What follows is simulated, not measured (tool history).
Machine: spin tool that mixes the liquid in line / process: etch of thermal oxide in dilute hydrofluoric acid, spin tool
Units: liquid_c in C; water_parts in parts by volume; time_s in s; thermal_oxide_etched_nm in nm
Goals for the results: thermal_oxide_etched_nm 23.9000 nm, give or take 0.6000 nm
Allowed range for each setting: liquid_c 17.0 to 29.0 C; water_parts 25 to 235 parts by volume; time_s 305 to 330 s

run    day  liquid_c  water_parts  time_s  thermal_oxide_etched_nm
  1  0.000      21.0          130     305                   8.9300
  2  0.121      22.5          130     305                   9.2774
  3  0.375      19.5          130     305                   8.2618
  4  0.438      22.0          105     305                  11.6590
  5  0.629      24.0           90     305                  14.9900
  6  0.946      25.5           80     305                  18.2710
  7  1.012      26.5           75     305                  20.6120
  8  1.379      27.0           75     305                  20.8870
  9  1.696      27.5           75     305                  21.3960
 10  1.917      28.0           75     305                  21.6530
 11  2.283      28.5           75     305                  21.9650

4 candidate next runs follow, results not yet known. Just one meets every target within its allowed miss. Identify it.
  A  2.650      28.0           75     310                        ?
  B  2.650      28.0           70     310                        ?
  C  2.650      29.0           85     330                        ?
  D  2.650      28.0           80     305                        ?

move  thermal_oxide_etched_nm
   A                  22.2730
   B                  24.0480
   C                  21.4060
   D                  20.3860
A: an improvement on the last run, though not all results are within tolerance
B: each result inside its tolerance
C: the biggest miss grows against the last run
D: the biggest miss grows against the last run
So the answer is move B, the one that meets all the targets.

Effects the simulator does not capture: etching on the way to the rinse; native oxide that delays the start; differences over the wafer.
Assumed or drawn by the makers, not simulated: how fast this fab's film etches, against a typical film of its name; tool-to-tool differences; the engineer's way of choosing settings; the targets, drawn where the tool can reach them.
